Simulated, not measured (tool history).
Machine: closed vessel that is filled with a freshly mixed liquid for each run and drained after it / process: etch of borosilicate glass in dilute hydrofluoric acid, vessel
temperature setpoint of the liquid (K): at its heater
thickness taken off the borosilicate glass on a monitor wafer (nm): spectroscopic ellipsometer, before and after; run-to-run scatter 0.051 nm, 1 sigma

run,hour,temperature setpoint of the liquid (K),parts of water to one part of 49 % hydrofluoric acid (parts by volume),time in the liquid (s),thickness taken off the borosilicate glass on a monitor wafer (nm)
1,0,297.15,110,85,13.818
2,2.9,297.15,145,85,10.122
3,11.6,298.65,145,85,10.656
4,12.7,300.15,145,85,11.227
5,21.5,300.15,145,95,12.639
# hour 30.6: thermometer replaced
6,30.6,301.15,145,95,12.501

For run 7, what comes out?
7,34.3,301.65,140,95,?

Run 7 produced thickness taken off the borosilicate glass on a monitor wafer (nm) 13.26.
